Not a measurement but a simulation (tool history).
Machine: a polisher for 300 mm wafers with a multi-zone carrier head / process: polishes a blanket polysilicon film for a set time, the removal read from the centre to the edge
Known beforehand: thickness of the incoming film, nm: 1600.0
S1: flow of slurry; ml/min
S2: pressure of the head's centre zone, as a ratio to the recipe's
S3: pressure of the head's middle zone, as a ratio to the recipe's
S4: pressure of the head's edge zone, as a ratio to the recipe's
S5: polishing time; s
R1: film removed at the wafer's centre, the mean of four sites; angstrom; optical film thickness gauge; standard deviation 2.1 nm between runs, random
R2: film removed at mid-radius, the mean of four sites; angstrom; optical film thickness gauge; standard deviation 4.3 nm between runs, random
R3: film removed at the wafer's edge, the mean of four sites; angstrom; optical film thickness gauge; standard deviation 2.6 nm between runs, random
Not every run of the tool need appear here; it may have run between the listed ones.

{"run": 1, "hour": 0.0, "S1": 165, "S2": 1.0, "S3": 1.0, "S4": 1.0, "S5": 46, "R1": 3567.8, "R2": 3568.6, "R3": 3590.3}
{"run": 2, "hour": 8.6, "S1": 165, "S2": 1.0, "S3": 1.0, "S4": 0.93, "S5": 46, "R1": 3590.4, "R2": 3565.1, "R3": 3452.7}
{"run": 3, "hour": 12.0, "S1": 165, "S2": 1.0, "S3": 1.0, "S4": 0.93, "S5": 53, "R1": 4133.8, "R2": 4129.5, "R3": 4041.4}
{"run": 4, "hour": 14.7, "S1": 150, "S2": 0.95, "S3": 0.99, "S4": 0.9, "S5": 52, "R1": 3806.1, "R2": 3940.6, "R3": 3820.0}
{"run": 5, "hour": 22.5, "S1": 150, "S2": 0.98, "S3": 0.99, "S4": 0.9, "S5": 52, "R1": 3881.0, "R2": 3940.9, "R3": 3758.4}
{"run": 6, "hour": 30.7, "S1": 150, "S2": 0.98, "S3": 0.99, "S4": 0.9, "S5": 60, "R1": 4522.7, "R2": 4421.7, "R3": 4452.9}

Run 7 has not been measured yet. What should we expect?
{"run": 7, "hour": 37.6, "S1": 135, "S2": 0.93, "S3": 0.97, "S4": 0.88, "S5": 57, "R1": "?", "R2": "?", "R3": "?"}

{"run 7": {"R1": 3967.9, "R2": 4187.0, "R3": 4077.4}}
